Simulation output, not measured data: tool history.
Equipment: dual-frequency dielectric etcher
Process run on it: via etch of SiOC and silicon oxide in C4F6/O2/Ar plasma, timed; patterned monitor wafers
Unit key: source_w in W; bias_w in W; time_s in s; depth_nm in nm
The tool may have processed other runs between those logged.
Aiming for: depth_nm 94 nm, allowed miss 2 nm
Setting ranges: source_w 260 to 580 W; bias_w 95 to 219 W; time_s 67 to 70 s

{"run": 1, "hour": 0.0, "source_w": 420, "bias_w": 157, "time_s": 67, "depth_nm": 76.73}
{"run": 2, "hour": 4.1, "source_w": 420, "bias_w": 157, "time_s": 70, "depth_nm": 80.445}
{"run": 3, "hour": 8.3, "source_w": 420, "bias_w": 140, "time_s": 70, "depth_nm": 76.344}
{"run": 4, "hour": 14.4, "source_w": 450, "bias_w": 146, "time_s": 70, "depth_nm": 78.96}
{"run": 5, "hour": 21.9, "source_w": 450, "bias_w": 125, "time_s": 70, "depth_nm": 74.532}
{"run": 6, "hour": 25.7, "source_w": 470, "bias_w": 137, "time_s": 70, "depth_nm": 78.874}
{"run": 7, "hour": 28.5, "source_w": 550, "bias_w": 167, "time_s": 70, "depth_nm": 91.519}
{"run": 8, "hour": 33.0, "source_w": 560, "bias_w": 168, "time_s": 70, "depth_nm": 92.062}
{"run": 9, "hour": 35.6, "source_w": 560, "bias_w": 169, "time_s": 70, "depth_nm": 92.518}

Exactly one of the 4 candidate moves below puts every result within its allowed miss. Which one?
{"run": "A", "hour": 38.2, "source_w": 520, "bias_w": 170, "time_s": 69, "depth_nm": "?"}
{"run": "B", "hour": 38.2, "source_w": 530, "bias_w": 182, "time_s": 67.5, "depth_nm": "?"}
{"run": "C", "hour": 38.2, "source_w": 570, "bias_w": 185, "time_s": 69, "depth_nm": "?"}
{"run": "D", "hour": 38.2, "source_w": 500, "bias_w": 197, "time_s": 67, "depth_nm": "?"}

move=A depth_nm=88.863
move=B depth_nm=90.098
move=C depth_nm=95.205
move=D depth_nm=90.569
A: lands further from the targets than the last run did
B: lands further from the targets than the last run did
C: each result inside its tolerance
D: lands further from the targets than the last run did
Move C is the one to make.
